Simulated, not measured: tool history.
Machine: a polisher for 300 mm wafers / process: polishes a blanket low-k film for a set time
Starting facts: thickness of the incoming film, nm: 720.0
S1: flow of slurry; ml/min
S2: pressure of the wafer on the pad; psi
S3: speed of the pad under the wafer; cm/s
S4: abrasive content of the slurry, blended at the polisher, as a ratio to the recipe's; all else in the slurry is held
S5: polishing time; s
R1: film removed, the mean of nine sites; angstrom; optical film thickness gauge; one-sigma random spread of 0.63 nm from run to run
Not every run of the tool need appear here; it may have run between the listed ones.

Run 1, hour 0: S1 275 ml/min, S2 2.2 psi, S3 82 cm/s, S4 1, S5 87 s. Result: R1 311.08 angstrom.
Run 2, hour 7.5: S1 275 ml/min, S2 2.2 psi, S3 82 cm/s, S4 1, S5 87 s. Result: R1 307.81 angstrom.
Run 3, hour 16.1: S1 275 ml/min, S2 2.2 psi, S3 82 cm/s, S4 1, S5 92 s. Result: R1 326.09 angstrom.
Run 4, hour 18.4: S1 275 ml/min, S2 2.2 psi, S3 82 cm/s, S4 1.2, S5 92 s. Result: R1 346.96 angstrom.
Run 5, hour 24.8: S1 275 ml/min, S2 2.4 psi, S3 82 cm/s, S4 1.2, S5 92 s. Result: R1 389.71 angstrom.
Run 6, hour 29.7: S1 335 ml/min, S2 2.4 psi, S3 82 cm/s, S4 1.2, S5 92 s. Result: R1 395.63 angstrom.
Run 7, hour 37.2: S1 335 ml/min, S2 2.5 psi, S3 82 cm/s, S4 1.2, S5 92 s. Result: R1 410.21 angstrom.
Run 8, hour 41.8: S1 335 ml/min, S2 2.6 psi, S3 82 cm/s, S4 1.2, S5 92 s. Result: R1 425.23 angstrom.

Run 9, settings as shown, results not yet in. Your forecast:
Run 9, hour 45.6: S1 335 ml/min, S2 2.7 psi, S3 82 cm/s, S4 1.2, S5 92 s. Result: R1 ?.

For run 9 the tool returned R1 441.71 angstrom.

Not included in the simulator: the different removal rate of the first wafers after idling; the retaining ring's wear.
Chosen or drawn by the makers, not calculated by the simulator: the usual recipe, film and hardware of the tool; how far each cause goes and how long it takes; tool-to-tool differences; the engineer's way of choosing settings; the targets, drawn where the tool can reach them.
